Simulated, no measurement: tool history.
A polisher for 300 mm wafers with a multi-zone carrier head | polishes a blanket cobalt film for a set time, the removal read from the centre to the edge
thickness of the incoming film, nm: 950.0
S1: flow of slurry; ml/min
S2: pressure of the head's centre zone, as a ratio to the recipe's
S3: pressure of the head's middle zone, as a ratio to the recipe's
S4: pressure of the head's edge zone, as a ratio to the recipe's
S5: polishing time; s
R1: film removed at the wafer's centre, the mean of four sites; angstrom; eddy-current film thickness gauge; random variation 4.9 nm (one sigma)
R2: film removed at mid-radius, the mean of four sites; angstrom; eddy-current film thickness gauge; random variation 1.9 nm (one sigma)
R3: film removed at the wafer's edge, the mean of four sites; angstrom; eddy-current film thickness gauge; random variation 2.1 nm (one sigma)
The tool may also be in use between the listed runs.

run 1 hour=0.0 | S1=155 S2=1.00 S3=1.00 S4=1.00 S5=40 | R1=2267.8 R2=2212.6 R3=2212.8
run 2 hour=7.7 | S1=140 S2=1.00 S3=1.00 S4=1.00 S5=40 | R1=2149.5 R2=2203.4 R3=2195.6
run 3 hour=16.4 | S1=100 S2=1.00 S3=1.00 S4=1.00 S5=40 | R1=2117.7 R2=2110.2 R3=2127.7
run 4 hour=21.2 | S1=100 S2=0.97 S3=1.00 S4=1.00 S5=40 | R1=2031.7 R2=2127.2 R3=2141.3
run 5 hour=24.4 | S1=100 S2=0.94 S3=1.00 S4=1.00 S5=40 | R1=1977.7 R2=2104.8 R3=2122.3
run 6 hour=25.8 | S1=100 S2=0.94 S3=1.00 S4=1.00 S5=33 | R1=1618.9 R2=1738.6 R3=1753.9
run 7 hour=26.6 | S1=110 S2=0.96 S3=1.00 S4=1.02 S5=36 | R1=1815.6 R2=1932.1 R3=1932.3

The next listed run, before its measurement:
run 8 hour=29.9 | S1=115 S2=0.98 S3=0.98 S4=1.04 S5=38 | R1=? R2=? R3=?

{"run 8": {"R1": 1964.8, "R2": 2008.8, "R3": 2078.2}}
